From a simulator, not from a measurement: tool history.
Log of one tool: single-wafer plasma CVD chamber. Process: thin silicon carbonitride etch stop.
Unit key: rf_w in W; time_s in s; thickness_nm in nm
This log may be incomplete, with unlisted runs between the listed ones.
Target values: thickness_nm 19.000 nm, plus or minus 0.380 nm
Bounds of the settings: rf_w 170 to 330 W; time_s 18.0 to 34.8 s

run	day	rf_w	time_s	thickness_nm
1	0.000	250	26.4	15.889
2	0.138	230	26.4	15.435
3	0.412	215	26.4	15.237
4	0.592	215	29.2	16.831
5	0.950	215	27.2	15.750
6	1.283	200	27.2	15.347
7	1.529	240	29.3	17.310
8	1.733	240	29.3	17.185
9	1.958	250	29.6	17.888
10	1.983	255	29.7	17.894

Which single option among these 4 for the next run brings every result within its allowed miss of target? Just one does.
A	2.008	250	30.3	?
B	2.008	285	29.5	?
C	2.008	250	32.9	?
D	2.008	260	31.3	?

move	thickness_nm
A	18.113
B	18.176
C	19.667
D	18.879
A: gains on the last run, yet a result remains outside its allowed miss
B: gains on the last run, yet a result remains outside its allowed miss
C: carries the result that was furthest off beyond its target, to the other side
D: in spec on every target
Move D is the one to make.
